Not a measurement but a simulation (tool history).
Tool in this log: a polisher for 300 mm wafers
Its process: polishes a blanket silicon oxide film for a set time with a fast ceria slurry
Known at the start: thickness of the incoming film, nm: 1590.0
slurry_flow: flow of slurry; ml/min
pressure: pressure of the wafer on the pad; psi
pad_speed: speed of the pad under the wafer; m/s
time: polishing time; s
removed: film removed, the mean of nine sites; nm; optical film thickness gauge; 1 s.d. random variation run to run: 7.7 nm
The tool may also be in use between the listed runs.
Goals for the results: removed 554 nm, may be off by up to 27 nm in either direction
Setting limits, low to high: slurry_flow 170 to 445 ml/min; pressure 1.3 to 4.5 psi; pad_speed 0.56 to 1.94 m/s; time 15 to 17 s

run	day	slurry_flow	pressure	pad_speed	time	removed
1	0	285	2.9	1.24	17	338.66
2	0.025	225	2.9	1.24	17	326.62
3	0.083	225	3.1	1.24	17	345.88
4	0.317	225	3.1	1.24	15	310.8
5	0.579	230	3.3	1.28	15	331.26
6	0.688	230	3.3	1.48	15	389.42
7	0.9	230	3.5	1.5	15	409.42
8	1.108	230	3.5	1.5	15	404.95
9	1.275	230	3.7	1.52	15	437.28
10	1.446	230	3.8	1.52	15	448.86
11	1.808	230	4.5	1.54	15	541.15

Exercise: of the 4 proposed moves below, exactly one satisfies all targets within the stated allowed misses. Which move is it?
A	2.171	215	3.6	1.68	16	?
B	2.171	215	4.3	1.54	15	?
C	2.171	245	4.4	1.58	16	?
D	2.171	180	4.1	1.46	17	?

move	removed
A	497.06
B	498.62
C	566.23
D	500.12
A: the biggest miss grows against the last run
B: the biggest miss grows against the last run
C: all results land within tolerance of their targets
D: the biggest miss grows against the last run
Correct choice: C, which meets every target
